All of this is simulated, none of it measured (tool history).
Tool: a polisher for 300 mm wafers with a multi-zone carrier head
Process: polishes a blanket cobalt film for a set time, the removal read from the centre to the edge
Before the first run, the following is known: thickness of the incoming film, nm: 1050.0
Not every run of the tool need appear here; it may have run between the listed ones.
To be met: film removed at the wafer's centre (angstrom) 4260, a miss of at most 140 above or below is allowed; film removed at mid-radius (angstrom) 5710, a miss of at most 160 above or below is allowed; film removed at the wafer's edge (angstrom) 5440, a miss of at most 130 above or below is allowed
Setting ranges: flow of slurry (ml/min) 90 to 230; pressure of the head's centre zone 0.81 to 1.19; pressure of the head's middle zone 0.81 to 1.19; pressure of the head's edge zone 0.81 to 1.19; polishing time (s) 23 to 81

| run | hour | flow of slurry (ml/min) | pressure of the head's centre zone | pressure of the head's middle zone | pressure of the head's edge zone | polishing time (s) | film removed at the wafer's centre (angstrom) | film removed at mid-radius (angstrom) | film removed at the wafer's edge (angstrom) |
|---|---|---|---|---|---|---|---|---|---|
| 1 | 0 | 150 | 1 | 1 | 1 | 52 | 4091.7 | 4299.7 | 4229.2 |
| 2 | 1.8 | 160 | 0.97 | 1.03 | 1.04 | 53 | 4079.3 | 4580.3 | 4440.5 |
| 3 | 7.4 | 170 | 0.95 | 1.05 | 1.07 | 54 | 4099.2 | 4673.4 | 4616.7 |
| 4 | 14.6 | 170 | 0.95 | 1.05 | 1.02 | 54 | 4084.7 | 4722 | 4487 |
| 5 | 16.9 | 170 | 0.95 | 1.02 | 1.02 | 54 | 4152.6 | 4507.1 | 4455.7 |
| 6 | 21.1 | 170 | 0.95 | 1.05 | 1.06 | 55 | 4187.1 | 4806.9 | 4758.7 |
| 7 | 27.7 | 175 | 0.95 | 1.08 | 1.09 | 55 | 4171.1 | 4824.8 | 4764.7 |
| 8 | 31.6 | 175 | 0.94 | 1.1 | 1.1 | 56 | 4280.3 | 4999.1 | 4889.5 |
| 9 | 39.9 | 180 | 0.92 | 1.12 | 1.11 | 57 | 4230.4 | 5238.3 | 4976.6 |

Pick the move, out of 4, that brings all results within their allowed miss; only one does.
| A | 48.2 | 180 | 0.97 | 1.19 | 1.03 | 54 | ? | ? | ? |
| B | 48.2 | 170 | 1.04 | 1.15 | 1.05 | 53 | ? | ? | ? |
| C | 48.2 | 170 | 0.98 | 0.99 | 1.16 | 55 | ? | ? | ? |
| D | 48.2 | 130 | 0.89 | 1.19 | 1.18 | 62 | ? | ? | ? |

| move | film removed at the wafer's centre (angstrom) | film removed at mid-radius (angstrom) | film removed at the wafer's edge (angstrom) |
|---|---|---|---|
| A | 4204.1 | 5203.7 | 4586.2 |
| B | 4382.6 | 4931.5 | 4517.5 |
| C | 4279.5 | 4579.9 | 4939.8 |
| D | 4161.1 | 5657 | 5422.8 |
A: misses by more than the last run did
B: misses by more than the last run did
C: misses by more than the last run did
D: all results in spec
Go with D: it meets all targets.
